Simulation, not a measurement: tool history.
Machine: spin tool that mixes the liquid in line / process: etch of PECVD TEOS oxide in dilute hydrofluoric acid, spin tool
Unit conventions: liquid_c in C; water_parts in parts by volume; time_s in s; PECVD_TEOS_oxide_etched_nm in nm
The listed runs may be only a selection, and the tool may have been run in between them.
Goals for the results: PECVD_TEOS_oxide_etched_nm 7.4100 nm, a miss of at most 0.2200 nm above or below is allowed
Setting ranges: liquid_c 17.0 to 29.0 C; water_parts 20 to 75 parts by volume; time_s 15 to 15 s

| run | day | liquid_c | water_parts | time_s | PECVD_TEOS_oxide_etched_nm |
|---|---|---|---|---|---|
| 1 | 0.000 | 21.0 | 45 | 15 | 3.8548 |
| 2 | 0.288 | 22.0 | 45 | 15 | 3.9978 |
| 3 | 0.408 | 24.0 | 45 | 15 | 4.3926 |
| 4 | 0.492 | 27.5 | 45 | 15 | 5.0725 |
| 5 | 0.625 | 28.5 | 35 | 15 | 6.7854 |
| 6 | 0.850 | 26.5 | 35 | 15 | 6.3002 |
| 7 | 0.875 | 27.0 | 35 | 15 | 6.4416 |
| 8 | 1.138 | 28.0 | 35 | 15 | 6.6401 |
| 9 | 1.300 | 29.0 | 30 | 15 | 8.2684 |

Exercise: of the 4 proposed moves below, exactly one satisfies all targets within the stated allowed misses. Which move is it?
| A | 1.462 | 26.5 | 30 | 15 | ? |
| B | 1.462 | 29.0 | 35 | 15 | ? |
| C | 1.462 | 28.5 | 30 | 15 | ? |
| D | 1.462 | 28.0 | 30 | 15 | ? |

| move | PECVD_TEOS_oxide_etched_nm |
|---|---|
| A | 7.4095 |
| B | 6.9774 |
| C | 8.0390 |
| D | 7.8777 |
A: every result lands within tolerance
B: moves the result that the last run missed by most past its target, out the other side
C: closer than the last run, but not yet in spec
D: closer than the last run, but not yet in spec
Go with A: it meets all targets.
